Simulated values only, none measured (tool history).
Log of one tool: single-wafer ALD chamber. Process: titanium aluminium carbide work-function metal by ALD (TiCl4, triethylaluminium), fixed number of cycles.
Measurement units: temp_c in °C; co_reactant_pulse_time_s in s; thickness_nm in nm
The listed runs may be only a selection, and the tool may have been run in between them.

{"run": 1, "hour": 0.0, "temp_c": 280, "co_reactant_pulse_time_s": 12.92, "thickness_nm": 1.9781}
{"run": 2, "hour": 2.4, "temp_c": 280, "co_reactant_pulse_time_s": 14.8, "thickness_nm": 1.9973}
{"run": 3, "hour": 8.9, "temp_c": 280, "co_reactant_pulse_time_s": 16.68, "thickness_nm": 2.0005}
{"run": 4, "hour": 14.2, "temp_c": 280, "co_reactant_pulse_time_s": 19.17, "thickness_nm": 2.0108}
{"run": 5, "hour": 17.0, "temp_c": 275, "co_reactant_pulse_time_s": 18.91, "thickness_nm": 1.9665}
{"run": 6, "hour": 22.5, "temp_c": 281, "co_reactant_pulse_time_s": 18.91, "thickness_nm": 2.0099}

For run 7, what comes out?
{"run": 7, "hour": 27.1, "temp_c": 269, "co_reactant_pulse_time_s": 16.44, "thickness_nm": "?"}

thickness_nm: 1.9071 nm
